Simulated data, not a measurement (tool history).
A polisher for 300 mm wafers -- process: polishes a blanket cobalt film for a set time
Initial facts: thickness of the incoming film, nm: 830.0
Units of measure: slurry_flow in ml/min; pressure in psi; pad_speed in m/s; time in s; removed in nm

run,hour,slurry_flow,pressure,pad_speed,time,removed
1,0,285,2.4,1.06,66,442.51
2,5.6,285,2.2,1.06,66,409
3,10.9,285,2.2,1.06,66,416.33
4,16.2,285,2.7,1.06,66,499.98
5,24.3,285,2.7,1.06,69,525.83
6,30,225,2.7,1.06,69,519.14

Run 7 has not been measured yet. What should we expect?
7,32.1,225,2.4,1.06,69,?

removed: 456.08 nm
